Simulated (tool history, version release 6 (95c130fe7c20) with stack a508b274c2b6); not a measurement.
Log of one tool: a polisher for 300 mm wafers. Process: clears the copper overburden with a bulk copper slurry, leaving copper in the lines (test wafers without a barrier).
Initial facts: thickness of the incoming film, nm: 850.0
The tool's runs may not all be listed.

| run | day | flow of slurry (ml/min) | pressure of the wafer on the pad (kPa) | speed of the pad under the wafer (m/s) | abrasive content of the slurry | overpolish time after the end point (s) | time until the end point was called (s) | dishing of a wide line in a test structure (nm) |
|---|---|---|---|---|---|---|---|---|
| 1 | 0 | 255 | 17.2 | 1.4 | 1 | 25 | 84.219 | 83.366 |
| 2 | 0.208 | 255 | 17.2 | 1.4 | 1 | 29 | 84.717 | 86.611 |
| 3 | 0.388 | 255 | 17.2 | 1.4 | 1 | 40 | 81.339 | 88.639 |
| 4 | 0.583 | 255 | 17.2 | 1.68 | 1 | 40 | 73.39 | 96.842 |
| 5 | 0.642 | 255 | 13.8 | 1.68 | 1 | 40 | 94.654 | 83.478 |
|  | 0.779 | slurry nozzle cleaned |
| 6 | 0.779 | 285 | 13.1 | 1.7 | 1.1 | 34 | 86.153 | 84.806 |
| 7 | 0.912 | 260 | 12.4 | 1.76 | 1.1 | 29 | 88.789 | 75.461 |

Estimate the outcome of run 8 from the log above:
| 8 | 1.062 | 245 | 11.7 | 1.76 | 1.1 | 26 | ? | ? |

time until the end point was called (s): 95.016
dishing of a wide line in a test structure (nm): 77.209

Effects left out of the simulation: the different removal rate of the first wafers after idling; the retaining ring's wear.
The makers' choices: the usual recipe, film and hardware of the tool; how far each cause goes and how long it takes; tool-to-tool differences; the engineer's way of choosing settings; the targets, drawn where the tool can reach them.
